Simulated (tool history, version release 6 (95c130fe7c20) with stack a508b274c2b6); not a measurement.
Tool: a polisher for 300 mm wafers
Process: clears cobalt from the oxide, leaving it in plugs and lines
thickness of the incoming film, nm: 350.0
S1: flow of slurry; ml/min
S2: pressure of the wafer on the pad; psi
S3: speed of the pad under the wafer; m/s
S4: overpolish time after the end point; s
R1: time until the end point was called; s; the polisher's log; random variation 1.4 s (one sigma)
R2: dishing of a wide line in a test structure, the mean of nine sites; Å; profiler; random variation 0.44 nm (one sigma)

| run | hour | S1 | S2 | S3 | S4 | R1 | R2 |
|---|---|---|---|---|---|---|---|
| 1 | 0.0 | 155 | 1.7 | 1.20 | 11 | 59.393 | 418.69 |
| 2 | 3.8 | 155 | 1.7 | 1.20 | 6 | 57.929 | 274.77 |
| 3 | 5.3 | 155 | 1.4 | 1.20 | 6 | 71.416 | 235.16 |
| 4 | 12.0 | 120 | 1.4 | 1.20 | 6 | 73.885 | 231.84 |
| 5 | 19.2 | 95 | 1.4 | 1.20 | 6 | 76.225 | 222.12 |
| 6 | 23.0 | 95 | 1.4 | 1.48 | 6 | 64.077 | 261.64 |
| 7 | 26.0 | 95 | 1.3 | 1.48 | 7 | 68.128 | 281.32 |
| 8 | 33.9 | 95 | 1.2 | 1.50 | 8 | 75.026 | 299.70 |
| 9 | 34.9 | 95 | 1.2 | 1.52 | 8 | 72.338 | 292.29 |
| 10 | 37.8 | 95 | 1.2 | 1.54 | 9 | 69.648 | 330.81 |
| 11 | 39.8 | 95 | 1.2 | 1.54 | 9 | 71.970 | 319.83 |

The next listed run, before its measurement:
| 12 | 41.0 | 95 | 0.8 | 1.52 | 14 | ? | ? |

R1: 105.330 s
R2: 338.63 Å

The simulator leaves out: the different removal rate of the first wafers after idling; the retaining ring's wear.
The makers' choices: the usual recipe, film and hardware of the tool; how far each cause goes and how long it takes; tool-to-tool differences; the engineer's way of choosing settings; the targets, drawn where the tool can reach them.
